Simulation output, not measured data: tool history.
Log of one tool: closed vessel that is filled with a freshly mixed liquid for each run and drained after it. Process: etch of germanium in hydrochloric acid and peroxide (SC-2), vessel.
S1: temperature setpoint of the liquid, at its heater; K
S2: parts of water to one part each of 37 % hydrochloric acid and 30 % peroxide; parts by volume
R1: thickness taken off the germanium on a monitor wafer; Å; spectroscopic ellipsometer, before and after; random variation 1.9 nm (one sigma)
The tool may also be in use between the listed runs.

Run 1, hour 0: S1 331.15 K, S2 7 parts by volume, time in the liquid (s) 30. Result: R1 1680.7 Å.
Run 2, hour 8.5: S1 332.65 K, S2 7 parts by volume, time in the liquid (s) 30. Result: R1 1741.1 Å.
Run 3, hour 16.3: S1 332.65 K, S2 7 parts by volume, time in the liquid (s) 30. Result: R1 1739.1 Å.
Run 4, hour 23: S1 326.15 K, S2 7 parts by volume, time in the liquid (s) 30. Result: R1 1438.9 Å.
Run 5, hour 31.6: S1 328.65 K, S2 7 parts by volume, time in the liquid (s) 30. Result: R1 1564.8 Å.
Run 6, hour 33.7: S1 328.65 K, S2 7 parts by volume, time in the liquid (s) 30. Result: R1 1559.3 Å.
Run 7, hour 37.1: S1 330.65 K, S2 7 parts by volume, time in the liquid (s) 30. Result: R1 1629.3 Å.
Run 8, hour 46: S1 330.65 K, S2 7 parts by volume, time in the liquid (s) 30. Result: R1 1666.4 Å.
Run 9, hour 50.6: S1 332.15 K, S2 7 parts by volume, time in the liquid (s) 30. Result: R1 1738.3 Å.

Run 10 comes next. What will it give?
Run 10, hour 59: S1 333.15 K, S2 7 parts by volume, time in the liquid (s) 30. Result: R1 ?.

R1: 1808.5 Å
